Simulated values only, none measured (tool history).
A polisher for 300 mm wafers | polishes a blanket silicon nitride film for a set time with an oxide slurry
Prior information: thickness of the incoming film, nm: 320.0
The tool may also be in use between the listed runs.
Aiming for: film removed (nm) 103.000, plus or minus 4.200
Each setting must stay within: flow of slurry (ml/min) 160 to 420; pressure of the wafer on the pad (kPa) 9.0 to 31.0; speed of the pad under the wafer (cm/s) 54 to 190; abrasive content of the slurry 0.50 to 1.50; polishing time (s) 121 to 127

run	hour	flow of slurry (ml/min)	pressure of the wafer on the pad (kPa)	speed of the pad under the wafer (cm/s)	abrasive content of the slurry	polishing time (s)	film removed (nm)
1	0.0	270	20.0	122	1.00	121	67.645
2	1.2	270	24.8	122	1.00	121	84.461
3	4.6	270	24.8	122	1.10	121	86.573
4	13.4	270	25.5	122	1.10	121	89.100
5	16.0	270	26.2	122	1.10	121	92.703
6	22.6	270	21.4	122	1.10	121	76.355
7	24.6	270	22.8	124	1.10	121	79.074
8	25.9	270	24.1	124	1.10	121	87.273
9	28.9	270	24.8	124	1.10	121	88.798

Next run, 4 choices. One meets every target within its allowed miss, the rest don't. Which?
A	31.9	325	22.8	164	0.90	127	?
B	31.9	285	28.3	150	0.85	127	?
C	31.9	295	22.8	136	1.15	127	?
D	31.9	255	26.2	116	1.20	122	?

move	film removed (nm)
A	102.060
B	113.830
C	94.684
D	91.888
A: all results land within tolerance of their targets
B: pushes the last run's worst result past its target
C: closes in on the targets versus the last run, not all within tolerance yet
D: closes in on the targets versus the last run, not all within tolerance yet
Move A is the one to make.
